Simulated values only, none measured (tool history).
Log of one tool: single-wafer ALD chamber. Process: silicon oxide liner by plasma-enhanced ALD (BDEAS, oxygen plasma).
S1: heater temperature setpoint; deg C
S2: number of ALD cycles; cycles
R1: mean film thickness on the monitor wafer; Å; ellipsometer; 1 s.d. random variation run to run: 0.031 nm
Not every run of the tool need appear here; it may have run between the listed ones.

run 1 day=0 | S1=315 S2=80 | R1=69.849
run 2 day=0.283 | S1=314 S2=82 | R1=71.489
run 3 day=0.488 | S1=310 S2=82 | R1=71.761
run 4 day=0.788 | S1=302 S2=82 | R1=71.855
run 5 day=0.825 | S1=295 S2=82 | R1=73.589
run 6 day=0.896 | S1=295 S2=77 | R1=69.119
run 7 day=1.083 | S1=295 S2=79 | R1=71.05
run 8 day=1.262 | S1=295 S2=81 | R1=72.74

Run 9 comes next. What will it give?
run 9 day=1.579 | S1=295 S2=82 | R1=?

R1: 73.187 Å
